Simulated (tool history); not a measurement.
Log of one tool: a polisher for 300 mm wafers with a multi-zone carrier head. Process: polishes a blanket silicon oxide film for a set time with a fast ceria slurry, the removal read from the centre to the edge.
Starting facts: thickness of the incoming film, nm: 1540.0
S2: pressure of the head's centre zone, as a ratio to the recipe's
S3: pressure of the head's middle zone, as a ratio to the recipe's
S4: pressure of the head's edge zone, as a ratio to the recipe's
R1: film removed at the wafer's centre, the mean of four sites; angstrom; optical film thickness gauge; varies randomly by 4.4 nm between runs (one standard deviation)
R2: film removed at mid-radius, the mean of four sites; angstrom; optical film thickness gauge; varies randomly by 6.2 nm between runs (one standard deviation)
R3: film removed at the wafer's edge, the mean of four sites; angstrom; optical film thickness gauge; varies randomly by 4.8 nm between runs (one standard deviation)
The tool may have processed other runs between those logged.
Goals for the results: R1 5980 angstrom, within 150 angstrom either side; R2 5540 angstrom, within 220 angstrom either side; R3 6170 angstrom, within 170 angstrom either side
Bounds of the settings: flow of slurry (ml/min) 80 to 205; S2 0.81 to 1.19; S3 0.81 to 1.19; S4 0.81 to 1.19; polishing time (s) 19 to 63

run 1 hour=0 | flow_of_slurry_(ml/min)=135 S2=1 S3=1 S4=1 polishing_time_(s)=41 | R1=4286.5 R2=4284.5 R3=4401.7
run 2 hour=0.8 | flow_of_slurry_(ml/min)=135 S2=1 S3=1 S4=1 polishing_time_(s)=31 | R1=3286.1 R2=3279.6 R3=3329.4
run 3 hour=3.2 | flow_of_slurry_(ml/min)=135 S2=1 S3=0.95 S4=1 polishing_time_(s)=31 | R1=3275.1 R2=3059.9 R3=3339.9
run 4 hour=4.2 | flow_of_slurry_(ml/min)=135 S2=1 S3=0.95 S4=1.07 polishing_time_(s)=31 | R1=3320.9 R2=3075.4 R3=3394.6
run 5 hour=11.2 | flow_of_slurry_(ml/min)=140 S2=1 S3=0.95 S4=1.09 polishing_time_(s)=36 | R1=3829.5 R2=3635 R3=4025.3
run 6 hour=16.6 | flow_of_slurry_(ml/min)=140 S2=1 S3=0.95 S4=1.01 polishing_time_(s)=36 | R1=3804.2 R2=3641.7 R3=3897.3
run 7 hour=17.2 | flow_of_slurry_(ml/min)=150 S2=1.01 S3=0.94 S4=1.04 polishing_time_(s)=39 | R1=4249.2 R2=3913.1 R3=4227.2
run 8 hour=20.5 | flow_of_slurry_(ml/min)=140 S2=1.02 S3=0.95 S4=1.06 polishing_time_(s)=42 | R1=4553.4 R2=4305.8 R3=4639.3
run 9 hour=26.9 | flow_of_slurry_(ml/min)=130 S2=1.12 S3=0.97 S4=1.16 polishing_time_(s)=52 | R1=6152.3 R2=5231.7 R3=5776.6
run 10 hour=33.2 | flow_of_slurry_(ml/min)=130 S2=1.1 S3=0.97 S4=1.17 polishing_time_(s)=52 | R1=5983.6 R2=5215.5 R3=5974.3
run 11 hour=39.3 | flow_of_slurry_(ml/min)=130 S2=1.09 S3=0.98 S4=1.17 polishing_time_(s)=52 | R1=6020 R2=5363.5 R3=5931
run 12 hour=45.8 | flow_of_slurry_(ml/min)=130 S2=1.08 S3=0.98 S4=1.17 polishing_time_(s)=52 | R1=5921 R2=5386 R3=5932.2

Of the 4 settings listed for the next run, only one would bring every result within its allowed miss of target. Which one?
run A hour=52.3 | flow_of_slurry_(ml/min)=95 S2=1.07 S3=0.99 S4=1.18 polishing_time_(s)=56 | R1=? R2=? R3=?
run B hour=52.3 | flow_of_slurry_(ml/min)=115 S2=1.06 S3=0.91 S4=1.19 polishing_time_(s)=53 | R1=? R2=? R3=?
run C hour=52.3 | flow_of_slurry_(ml/min)=145 S2=1.08 S3=1.02 S4=1.18 polishing_time_(s)=50 | R1=? R2=? R3=?
run D hour=52.3 | flow_of_slurry_(ml/min)=105 S2=1.15 S3=1.01 S4=1.19 polishing_time_(s)=52 | R1=? R2=? R3=?

move=A R1=5922.6 R2=5653.4 R3=6168.8
move=B R1=5711.4 R2=5111.7 R3=5968
move=C R1=5676.6 R2=5465.4 R3=5719.4
move=D R1=5983.7 R2=5406.8 R3=5799.7
A: each result inside its tolerance
B: moves away from the targets compared with the last run
C: moves away from the targets compared with the last run
D: moves away from the targets compared with the last run
Go with A: it meets all targets.

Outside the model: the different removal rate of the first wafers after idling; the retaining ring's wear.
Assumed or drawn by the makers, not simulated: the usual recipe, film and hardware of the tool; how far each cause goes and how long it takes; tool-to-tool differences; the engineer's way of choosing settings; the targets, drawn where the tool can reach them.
